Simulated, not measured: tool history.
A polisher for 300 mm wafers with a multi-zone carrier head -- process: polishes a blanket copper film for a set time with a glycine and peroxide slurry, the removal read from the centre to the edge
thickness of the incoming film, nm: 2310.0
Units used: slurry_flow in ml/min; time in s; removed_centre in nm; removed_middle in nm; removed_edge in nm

| run | day | slurry_flow | centre_zone | middle_zone | edge_zone | time | removed_centre | removed_middle | removed_edge |
|---|---|---|---|---|---|---|---|---|---|
| 1 | 0.000 | 315 | 1.00 | 1.00 | 1.00 | 35 | 262.31 | 270.35 | 260.85 |
| 2 | 0.083 | 315 | 0.97 | 0.99 | 0.96 | 34 | 246.00 | 257.04 | 245.77 |
| 3 | 0.321 | 310 | 0.94 | 0.98 | 0.93 | 34 | 235.01 | 251.65 | 243.46 |
| 4 | 0.667 | 310 | 0.88 | 0.98 | 0.93 | 34 | 230.67 | 250.95 | 244.24 |
| 5 | 0.821 | 310 | 0.88 | 0.98 | 0.93 | 38 | 247.10 | 283.88 | 267.33 |
| 6 | 0.858 | 310 | 0.88 | 0.98 | 0.90 | 36 | 235.16 | 266.39 | 257.30 |
| 7 | 0.883 | 310 | 0.90 | 1.00 | 0.90 | 34 | 226.08 | 259.60 | 242.03 |
| 8 | 0.946 | 310 | 0.92 | 1.00 | 0.88 | 33 | 231.29 | 249.65 | 231.06 |
| 9 | 1.254 | 305 | 0.90 | 1.00 | 0.86 | 33 | 223.73 | 250.62 | 224.54 |

Run 10 comes next. What will it give?
| 10 | 1.525 | 300 | 0.89 | 0.99 | 0.85 | 33 | ? | ? | ? |

{"run 10": {"removed_centre": 219.12, "removed_middle": 249.17, "removed_edge": 224.07}}

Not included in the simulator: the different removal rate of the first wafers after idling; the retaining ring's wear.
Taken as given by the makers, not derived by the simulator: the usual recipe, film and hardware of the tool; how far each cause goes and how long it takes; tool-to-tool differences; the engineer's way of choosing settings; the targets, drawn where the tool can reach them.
